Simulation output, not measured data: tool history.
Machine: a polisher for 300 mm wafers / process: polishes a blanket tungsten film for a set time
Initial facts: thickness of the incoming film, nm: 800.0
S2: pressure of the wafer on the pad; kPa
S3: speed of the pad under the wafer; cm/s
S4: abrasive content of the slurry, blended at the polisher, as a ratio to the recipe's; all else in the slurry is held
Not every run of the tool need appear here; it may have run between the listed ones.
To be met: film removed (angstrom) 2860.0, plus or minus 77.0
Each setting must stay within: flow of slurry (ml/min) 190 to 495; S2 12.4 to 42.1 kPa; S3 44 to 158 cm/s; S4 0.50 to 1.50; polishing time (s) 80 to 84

{"run": 1, "hour": 0.0, "flow of slurry (ml/min)": 320, "S2": 26.9, "S3": 100, "S4": 1.0, "polishing time (s)": 80, "film removed (angstrom)": 4518.9}
{"run": 2, "hour": 1.5, "flow of slurry (ml/min)": 320, "S2": 24.8, "S3": 100, "S4": 1.0, "polishing time (s)": 80, "film removed (angstrom)": 4197.9}
{"run": 3, "hour": 9.2, "flow of slurry (ml/min)": 345, "S2": 24.8, "S3": 100, "S4": 1.0, "polishing time (s)": 80, "film removed (angstrom)": 4254.4}
{"run": 4, "hour": 16.5, "flow of slurry (ml/min)": 345, "S2": 24.8, "S3": 114, "S4": 1.0, "polishing time (s)": 80, "film removed (angstrom)": 4864.9}
{"run": 5, "hour": 23.1, "flow of slurry (ml/min)": 340, "S2": 22.8, "S3": 112, "S4": 1.0, "polishing time (s)": 80, "film removed (angstrom)": 4333.9}
{"run": 6, "hour": 26.9, "flow of slurry (ml/min)": 340, "S2": 26.2, "S3": 112, "S4": 1.0, "polishing time (s)": 80, "film removed (angstrom)": 4929.2}
{"run": 7, "hour": 31.3, "flow of slurry (ml/min)": 335, "S2": 18.6, "S3": 108, "S4": 1.0, "polishing time (s)": 80, "film removed (angstrom)": 3585.7}
{"run": 8, "hour": 33.2, "flow of slurry (ml/min)": 330, "S2": 17.9, "S3": 108, "S4": 1.0, "polishing time (s)": 80, "film removed (angstrom)": 3464.2}
{"run": 9, "hour": 33.7, "flow of slurry (ml/min)": 325, "S2": 17.2, "S3": 108, "S4": 1.0, "polishing time (s)": 80, "film removed (angstrom)": 3322.5}
{"run": 10, "hour": 38.4, "flow of slurry (ml/min)": 315, "S2": 16.5, "S3": 108, "S4": 1.0, "polishing time (s)": 80, "film removed (angstrom)": 3202.9}
{"run": 11, "hour": 46.3, "flow of slurry (ml/min)": 315, "S2": 16.5, "S3": 108, "S4": 1.0, "polishing time (s)": 80, "film removed (angstrom)": 3204.9}
{"run": 12, "hour": 47.9, "flow of slurry (ml/min)": 300, "S2": 16.5, "S3": 108, "S4": 1.0, "polishing time (s)": 80, "film removed (angstrom)": 3188.8}
{"run": 13, "hour": 49.2, "flow of slurry (ml/min)": 290, "S2": 16.5, "S3": 108, "S4": 1.0, "polishing time (s)": 80, "film removed (angstrom)": 3222.4}
{"run": 14, "hour": 54.5, "flow of slurry (ml/min)": 290, "S2": 15.9, "S3": 108, "S4": 1.0, "polishing time (s)": 80, "film removed (angstrom)": 3087.6}
{"run": 15, "hour": 58.9, "flow of slurry (ml/min)": 285, "S2": 13.8, "S3": 108, "S4": 1.0, "polishing time (s)": 80, "film removed (angstrom)": 2758.1}

4 candidate next runs follow, results not yet known. Just one meets every target within its allowed miss. Identify it.
{"run": "A", "hour": 63.3, "flow of slurry (ml/min)": 230, "S2": 13.1, "S3": 104, "S4": 1.05, "polishing time (s)": 81, "film removed (angstrom)": "?"}
{"run": "B", "hour": 63.3, "flow of slurry (ml/min)": 280, "S2": 12.4, "S3": 110, "S4": 1.05, "polishing time (s)": 80, "film removed (angstrom)": "?"}
{"run": "C", "hour": 63.3, "flow of slurry (ml/min)": 270, "S2": 14.5, "S3": 104, "S4": 1.0, "polishing time (s)": 84, "film removed (angstrom)": "?"}
{"run": "D", "hour": 63.3, "flow of slurry (ml/min)": 260, "S2": 13.1, "S3": 106, "S4": 1.15, "polishing time (s)": 80, "film removed (angstrom)": "?"}

move=A film_removed_(angstrom)=2590.9
move=B film_removed_(angstrom)=2621.0
move=C film_removed_(angstrom)=2898.0
move=D film_removed_(angstrom)=2691.2
A: further off than the last run
B: further off than the last run
C: every result within its allowed miss
D: further off than the last run
Correct choice: C, which meets every target

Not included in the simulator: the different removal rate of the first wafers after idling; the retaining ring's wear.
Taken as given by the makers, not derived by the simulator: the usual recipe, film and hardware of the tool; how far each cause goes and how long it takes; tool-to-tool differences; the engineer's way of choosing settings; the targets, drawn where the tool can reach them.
